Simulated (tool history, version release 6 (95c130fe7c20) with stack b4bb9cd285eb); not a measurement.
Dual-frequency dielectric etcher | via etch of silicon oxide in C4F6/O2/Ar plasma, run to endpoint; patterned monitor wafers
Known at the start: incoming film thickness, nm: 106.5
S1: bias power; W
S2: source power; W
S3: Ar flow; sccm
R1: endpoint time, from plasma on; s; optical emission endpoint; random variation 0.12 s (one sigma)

run 1 hour=0.0 | S1=506 S2=280 S3=299 | R1=26.067
run 2 hour=8.3 | S1=506 S2=310 S3=299 | R1=24.893
run 3 hour=13.0 | S1=506 S2=310 S3=330 | R1=25.287
run 4 hour=19.6 | S1=506 S2=310 S3=282 | R1=24.690
run 5 hour=26.7 | S1=552 S2=310 S3=282 | R1=23.969
run 6 hour=33.4 | S1=552 S2=310 S3=249 | R1=23.623
run 7 hour=39.6 | S1=483 S2=280 S3=255 | R1=25.852

Run 8 comes next. What will it give?
run 8 hour=45.2 | S1=434 S2=260 S3=259 | R1=?

Run 8 gave R1 27.851 s.
